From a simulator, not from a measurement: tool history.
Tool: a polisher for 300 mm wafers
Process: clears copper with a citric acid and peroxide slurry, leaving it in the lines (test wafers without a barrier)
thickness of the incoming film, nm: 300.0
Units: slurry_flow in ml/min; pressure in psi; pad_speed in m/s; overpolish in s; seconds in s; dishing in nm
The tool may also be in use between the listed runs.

| run | hour | slurry_flow | pressure | pad_speed | slurry_solids | overpolish | seconds | dishing |
|---|---|---|---|---|---|---|---|---|
| 1 | 0.0 | 200 | 2.2 | 1.34 | 1.0 | 24 | 141.47 | 35.245 |
| 2 | 8.3 | 200 | 2.0 | 1.34 | 1.0 | 23 | 156.52 | 31.190 |
| 3 | 9.4 | 200 | 2.0 | 1.48 | 1.0 | 23 | 140.51 | 35.520 |
| 4 | 18.0 | 200 | 1.9 | 1.48 | 1.0 | 22 | 150.82 | 31.068 |
| 5 | 24.0 | 195 | 1.8 | 1.48 | 1.0 | 22 | 154.31 | 29.923 |
| 6 | 26.7 | 195 | 1.8 | 1.48 | 1.0 | 15 | 160.26 | 20.892 |

Run 7 comes next. What will it give?
| 7 | 34.9 | 190 | 1.7 | 1.48 | 1.0 | 17 | ? | ? |

{"run 7": {"seconds": 167.07, "dishing": 22.768}}

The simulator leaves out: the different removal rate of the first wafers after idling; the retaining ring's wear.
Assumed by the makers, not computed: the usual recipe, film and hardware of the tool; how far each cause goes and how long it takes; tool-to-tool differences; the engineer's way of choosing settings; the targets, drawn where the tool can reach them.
